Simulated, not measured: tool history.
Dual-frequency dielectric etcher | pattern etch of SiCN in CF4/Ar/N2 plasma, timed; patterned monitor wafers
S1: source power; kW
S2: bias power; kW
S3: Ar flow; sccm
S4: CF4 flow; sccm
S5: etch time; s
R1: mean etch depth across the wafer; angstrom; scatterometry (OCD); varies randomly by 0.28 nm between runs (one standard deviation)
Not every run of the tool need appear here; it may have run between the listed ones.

| run | hour | S1 | S2 | S3 | S4 | S5 | R1 |
|---|---|---|---|---|---|---|---|
| 1 | 0 | 0.41 | 0.082 | 83 | 77 | 60.5 | 480.18 |
| 2 | 3.1 | 0.42 | 0.082 | 83 | 77 | 60.5 | 490.06 |
| 3 | 7.3 | 0.42 | 0.082 | 83 | 77 | 55 | 443.3 |
| 4 | 8.6 | 0.44 | 0.082 | 83 | 77 | 55 | 460.21 |
| 5 | 10.7 | 0.46 | 0.083 | 83 | 77 | 55 | 480.85 |
| 6 | 17.5 | 0.47 | 0.083 | 83 | 77 | 55 | 486.48 |
| 7 | 23.7 | 0.48 | 0.083 | 83 | 77 | 55 | 497.44 |

What will run 8 give?
| 8 | 25.6 | 0.49 | 0.083 | 83 | 77 | 55 | ? |

R1: 503.02 angstrom

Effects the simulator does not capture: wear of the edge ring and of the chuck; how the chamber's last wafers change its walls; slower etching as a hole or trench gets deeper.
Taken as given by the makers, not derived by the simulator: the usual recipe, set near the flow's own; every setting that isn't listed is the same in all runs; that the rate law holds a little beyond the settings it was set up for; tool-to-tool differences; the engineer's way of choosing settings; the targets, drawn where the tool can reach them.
